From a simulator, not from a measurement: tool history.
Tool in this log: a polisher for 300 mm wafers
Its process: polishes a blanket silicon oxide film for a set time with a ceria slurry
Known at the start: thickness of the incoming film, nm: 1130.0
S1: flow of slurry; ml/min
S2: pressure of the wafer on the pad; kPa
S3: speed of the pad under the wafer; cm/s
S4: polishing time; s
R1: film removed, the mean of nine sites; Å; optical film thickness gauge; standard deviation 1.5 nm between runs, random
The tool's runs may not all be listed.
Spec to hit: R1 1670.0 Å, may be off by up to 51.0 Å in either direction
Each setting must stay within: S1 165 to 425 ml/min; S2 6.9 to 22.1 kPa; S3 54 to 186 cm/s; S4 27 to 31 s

Run 1, hour 0.0: S1 275 ml/min, S2 14.5 kPa, S3 118 cm/s, S4 31 s. Result: R1 1344.0 Å.
Run 2, hour 8.2: S1 275 ml/min, S2 15.2 kPa, S3 118 cm/s, S4 31 s. Result: R1 1388.7 Å.
Run 3, hour 11.3: S1 275 ml/min, S2 15.9 kPa, S3 118 cm/s, S4 31 s. Result: R1 1444.5 Å.
Run 4, hour 17.1: S1 275 ml/min, S2 16.5 kPa, S3 118 cm/s, S4 31 s. Result: R1 1501.8 Å.
Run 5, hour 21.9: S1 275 ml/min, S2 13.8 kPa, S3 118 cm/s, S4 31 s. Result: R1 1275.9 Å.
Run 6, hour 30.2: S1 275 ml/min, S2 15.2 kPa, S3 118 cm/s, S4 31 s. Result: R1 1396.7 Å.
Run 7, hour 35.4: S1 275 ml/min, S2 15.9 kPa, S3 118 cm/s, S4 31 s. Result: R1 1470.1 Å.
Run 8, hour 36.7: S1 280 ml/min, S2 17.2 kPa, S3 118 cm/s, S4 31 s. Result: R1 1573.7 Å.

Of the 5 settings listed for the next run, only one would bring every result within its allowed miss of target. Which one?
Run A, hour 38.0: S1 315 ml/min, S2 14.5 kPa, S3 142 cm/s, S4 29 s. Result: R1 ?.
Run B, hour 38.0: S1 285 ml/min, S2 22.1 kPa, S3 104 cm/s, S4 27 s. Result: R1 ?.
Run C, hour 38.0: S1 285 ml/min, S2 20.0 kPa, S3 120 cm/s, S4 28 s. Result: R1 ?.
Run D, hour 38.0: S1 290 ml/min, S2 17.9 kPa, S3 114 cm/s, S4 27 s. Result: R1 ?.
Run E, hour 38.0: S1 210 ml/min, S2 20.0 kPa, S3 106 cm/s, S4 29 s. Result: R1 ?.

move      R1
   A  1516.9
   B  1530.5
   C  1662.2
   D  1379.4
   E  1481.2
A: its largest miss is bigger than the last run's
B: its largest miss is bigger than the last run's
C: meets every target
D: its largest miss is bigger than the last run's
E: its largest miss is bigger than the last run's
So the answer is move C, the one that meets all the targets.

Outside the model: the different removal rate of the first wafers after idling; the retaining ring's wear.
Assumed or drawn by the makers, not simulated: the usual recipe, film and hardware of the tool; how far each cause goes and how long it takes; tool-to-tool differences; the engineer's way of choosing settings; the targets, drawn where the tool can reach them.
